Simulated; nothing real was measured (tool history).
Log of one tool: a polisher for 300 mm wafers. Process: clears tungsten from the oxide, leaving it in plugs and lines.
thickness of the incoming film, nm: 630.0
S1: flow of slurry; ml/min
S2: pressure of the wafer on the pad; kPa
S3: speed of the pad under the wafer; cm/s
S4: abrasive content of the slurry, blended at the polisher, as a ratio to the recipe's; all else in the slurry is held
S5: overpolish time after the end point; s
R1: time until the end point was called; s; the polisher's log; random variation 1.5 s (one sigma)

run  hour   S1    S2   S3    S4  S5      R1
  1     0  270  29.6  118     1  47  97.491
  2   6.2  270  29.6  118  1.05  47  94.188
  3   8.3  320  29.6  118  1.05  47  92.561
  4  12.5  315  26.9  116  1.05  47  104.96
  5  14.6  310  24.8  116  1.05  47  113.37
  6  23.3  375  24.8  116  1.05  47  111.44
  7  24.1  375  22.8  114  1.05  47  120.71
  8  27.5  375  21.4  112  1.05  47  132.21
  9    28  375    20  112  1.05  47  141.25
 10  30.1  360  13.1  112  1.05  47  210.39

Run 11 comes next. What will it give?
 11  31.7  365  13.1  112  1.05  47   ?

R1: 212.13 s
